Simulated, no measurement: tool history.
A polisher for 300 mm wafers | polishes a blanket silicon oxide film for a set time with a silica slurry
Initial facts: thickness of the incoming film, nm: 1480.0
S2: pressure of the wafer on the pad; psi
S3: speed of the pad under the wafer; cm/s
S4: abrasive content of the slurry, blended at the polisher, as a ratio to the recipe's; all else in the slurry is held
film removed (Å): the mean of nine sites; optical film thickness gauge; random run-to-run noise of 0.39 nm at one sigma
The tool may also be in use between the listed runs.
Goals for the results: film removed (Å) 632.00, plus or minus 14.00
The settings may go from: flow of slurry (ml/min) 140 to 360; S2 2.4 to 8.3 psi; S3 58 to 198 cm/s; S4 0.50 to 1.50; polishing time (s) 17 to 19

{"run": 1, "hour": 0.0, "flow of slurry (ml/min)": 230, "S2": 5.3, "S3": 128, "S4": 1.0, "polishing time (s)": 19, "film removed (Å)": 1031.0}
{"run": 2, "hour": 8.9, "flow of slurry (ml/min)": 180, "S2": 5.3, "S3": 128, "S4": 1.0, "polishing time (s)": 19, "film removed (Å)": 992.61}
{"run": 3, "hour": 11.0, "flow of slurry (ml/min)": 145, "S2": 5.3, "S3": 128, "S4": 1.0, "polishing time (s)": 19, "film removed (Å)": 965.72}
{"run": 4, "hour": 14.1, "flow of slurry (ml/min)": 140, "S2": 5.3, "S3": 128, "S4": 1.0, "polishing time (s)": 19, "film removed (Å)": 948.34}
{"run": 5, "hour": 17.7, "flow of slurry (ml/min)": 140, "S2": 5.0, "S3": 128, "S4": 1.0, "polishing time (s)": 19, "film removed (Å)": 905.33}
{"run": 6, "hour": 20.2, "flow of slurry (ml/min)": 140, "S2": 5.0, "S3": 128, "S4": 0.8, "polishing time (s)": 19, "film removed (Å)": 819.86}
{"run": 7, "hour": 25.5, "flow of slurry (ml/min)": 140, "S2": 4.8, "S3": 128, "S4": 0.8, "polishing time (s)": 19, "film removed (Å)": 793.81}
{"run": 8, "hour": 31.7, "flow of slurry (ml/min)": 140, "S2": 4.6, "S3": 128, "S4": 0.8, "polishing time (s)": 19, "film removed (Å)": 772.74}
{"run": 9, "hour": 32.5, "flow of slurry (ml/min)": 140, "S2": 4.4, "S3": 128, "S4": 0.8, "polishing time (s)": 19, "film removed (Å)": 745.63}
{"run": 10, "hour": 37.5, "flow of slurry (ml/min)": 140, "S2": 4.4, "S3": 128, "S4": 0.8, "polishing time (s)": 19, "film removed (Å)": 751.32}
{"run": 11, "hour": 42.8, "flow of slurry (ml/min)": 140, "S2": 4.3, "S3": 128, "S4": 0.8, "polishing time (s)": 19, "film removed (Å)": 733.14}
{"run": 12, "hour": 48.5, "flow of slurry (ml/min)": 140, "S2": 4.2, "S3": 128, "S4": 0.8, "polishing time (s)": 19, "film removed (Å)": 714.92}
{"run": 13, "hour": 53.5, "flow of slurry (ml/min)": 140, "S2": 4.1, "S3": 128, "S4": 0.8, "polishing time (s)": 19, "film removed (Å)": 700.94}
{"run": 14, "hour": 60.6, "flow of slurry (ml/min)": 140, "S2": 4.0, "S3": 128, "S4": 0.8, "polishing time (s)": 19, "film removed (Å)": 682.5}
{"run": 15, "hour": 68.6, "flow of slurry (ml/min)": 140, "S2": 3.8, "S3": 128, "S4": 0.8, "polishing time (s)": 19, "film removed (Å)": 658.23}
{"run": 16, "hour": 76.0, "flow of slurry (ml/min)": 140, "S2": 3.7, "S3": 128, "S4": 0.8, "polishing time (s)": 19, "film removed (Å)": 647.24}

Of the 4 settings listed for the next run, only one would bring every result within its allowed miss of target. Which one?
{"run": "A", "hour": 83.4, "flow of slurry (ml/min)": 140, "S2": 3.6, "S3": 136, "S4": 1.0, "polishing time (s)": 17, "film removed (Å)": "?"}
{"run": "B", "hour": 83.4, "flow of slurry (ml/min)": 180, "S2": 3.6, "S3": 144, "S4": 0.6, "polishing time (s)": 19, "film removed (Å)": "?"}
{"run": "C", "hour": 83.4, "flow of slurry (ml/min)": 150, "S2": 3.8, "S3": 136, "S4": 0.7, "polishing time (s)": 19, "film removed (Å)": "?"}
{"run": "D", "hour": 83.4, "flow of slurry (ml/min)": 140, "S2": 3.4, "S3": 142, "S4": 0.95, "polishing time (s)": 18, "film removed (Å)": "?"}

move=A film_removed_(Å)=659.88
move=B film_removed_(Å)=626.50
move=C film_removed_(Å)=657.33
move=D film_removed_(Å)=677.17
A: moves away from the targets compared with the last run
B: every result lands within tolerance
C: moves away from the targets compared with the last run
D: moves away from the targets compared with the last run
Go with B: it meets all targets.
